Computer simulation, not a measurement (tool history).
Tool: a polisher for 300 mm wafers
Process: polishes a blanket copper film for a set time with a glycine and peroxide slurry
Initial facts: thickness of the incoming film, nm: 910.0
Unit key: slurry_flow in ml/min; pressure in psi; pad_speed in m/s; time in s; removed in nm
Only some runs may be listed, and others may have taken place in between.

run	hour	slurry_flow	pressure	pad_speed	time	removed
1	0.0	210	3.2	0.82	83	362.48
2	2.7	205	2.8	0.78	83	319.48
3	9.8	205	2.8	0.62	83	280.98
4	18.2	205	2.8	0.62	87	293.89
5	23.8	205	2.8	0.46	87	250.40
6	26.7	200	2.6	0.46	87	239.33

What does the tool deliver on the next run?
7	28.5	195	2.4	0.46	87	?

{"run 7": {"removed": 227.23}}
